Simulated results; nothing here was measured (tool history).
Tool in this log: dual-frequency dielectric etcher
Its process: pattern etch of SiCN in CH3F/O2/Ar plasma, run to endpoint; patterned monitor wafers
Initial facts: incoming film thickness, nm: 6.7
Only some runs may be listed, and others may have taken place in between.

run  hour  source power (kW)  bias power (kW)  endpoint time (s)
  1   0.0              0.350            0.079             17.384
  2   2.0              0.390            0.079             16.579
  3  10.9              0.390            0.071             17.122
  4  14.1              0.400            0.071             17.125
  5  15.6              0.340            0.071             18.328
  6  24.2              0.350            0.071             17.917

Expected results for the next run?
  7  31.6              0.360            0.072                  ?

Run 7 measured endpoint time (s) 17.737.
